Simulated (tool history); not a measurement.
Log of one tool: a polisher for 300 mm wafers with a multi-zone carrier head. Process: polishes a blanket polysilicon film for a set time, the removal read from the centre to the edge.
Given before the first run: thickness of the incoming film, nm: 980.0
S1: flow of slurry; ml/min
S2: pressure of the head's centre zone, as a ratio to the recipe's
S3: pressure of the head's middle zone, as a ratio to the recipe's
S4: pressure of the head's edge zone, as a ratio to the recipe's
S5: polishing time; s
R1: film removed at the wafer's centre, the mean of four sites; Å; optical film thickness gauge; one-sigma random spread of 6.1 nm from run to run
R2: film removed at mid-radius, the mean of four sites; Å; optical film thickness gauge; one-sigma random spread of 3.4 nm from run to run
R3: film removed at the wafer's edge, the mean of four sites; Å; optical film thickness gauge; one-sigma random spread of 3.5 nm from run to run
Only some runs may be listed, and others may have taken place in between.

run 1 hour=0 | S1=275 S2=1 S3=1 S4=1 S5=46 | R1=3760.5 R2=3779 R3=3836
run 2 hour=6.4 | S1=235 S2=1 S3=1 S4=1 S5=46 | R1=3674 R2=3768.7 R3=3766.4
run 3 hour=9.2 | S1=255 S2=1.03 S3=1.04 S4=1.04 S5=47 | R1=3916.4 R2=3991.6 R3=3941.3
run 4 hour=13.3 | S1=255 S2=1.03 S3=1.04 S4=0.96 S5=47 | R1=4060.7 R2=4026.7 R3=3839.2
run 5 hour=19.2 | S1=275 S2=1.05 S3=1.06 S4=1 S5=48 | R1=4142.2 R2=4256.2 R3=4073.8
run 6 hour=21.6 | S1=275 S2=1.05 S3=1.01 S4=1 S5=48 | R1=4190.3 R2=3982.2 R3=4066.5
run 7 hour=30.1 | S1=295 S2=1.07 S3=1.04 S4=1.02 S5=49 | R1=4450.3 R2=4209.8 R3=4170.1
run 8 hour=30.7 | S1=305 S2=1.07 S3=1.06 S4=1.05 S5=50 | R1=4446.2 R2=4440 R3=4338.5

Run 9 has not been measured yet. What should we expect?
run 9 hour=36 | S1=350 S2=1.14 S3=1.09 S4=1.12 S5=51 | R1=? R2=? R3=?

Run 9 gave R1 4901.3 Å, R2 4595.3 Å, R3 4562.8 Å.
